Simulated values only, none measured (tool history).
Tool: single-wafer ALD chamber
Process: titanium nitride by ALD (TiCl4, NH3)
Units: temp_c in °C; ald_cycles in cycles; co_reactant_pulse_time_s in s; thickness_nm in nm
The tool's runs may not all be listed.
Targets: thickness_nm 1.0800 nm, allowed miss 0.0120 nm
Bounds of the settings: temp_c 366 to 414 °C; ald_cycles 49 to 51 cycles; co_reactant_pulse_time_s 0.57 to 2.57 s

run  hour  temp_c  ald_cycles  co_reactant_pulse_time_s  thickness_nm
  1   0.0     390          51                      1.57        1.1460
  2   8.9     388          51                      1.47        1.1344
  3  17.6     386          51                      1.44        1.1305
  4  20.9     385          51                      1.42        1.1257
  5  28.0     383          51                      1.42        1.1280
  6  31.4     382          51                      1.37        1.1168
     39.6  -- thermocouple changed; heater temperature recalibrated
  7  39.6     381          51                      1.37        1.1164
  8  47.2     380          51                      1.37        1.1138

5 next moves are on the table. One of them brings every result within its allowed miss. Which?
  A  54.8     384          49                      1.07             ?
  B  54.8     386          50                      1.07             ?
  C  54.8     390          49                      1.01             ?
  D  54.8     366          50                      1.14             ?
  E  54.8     383          50                      0.84             ?

move  thickness_nm
   A        1.0534
   B        1.0781
   C        1.0572
   D        1.0463
   E        1.0457
A: takes the result that was furthest off past its target
B: meets every target
C: takes the result that was furthest off past its target
D: takes the result that was furthest off past its target
E: takes the result that was furthest off past its target
Move B is the one to make.
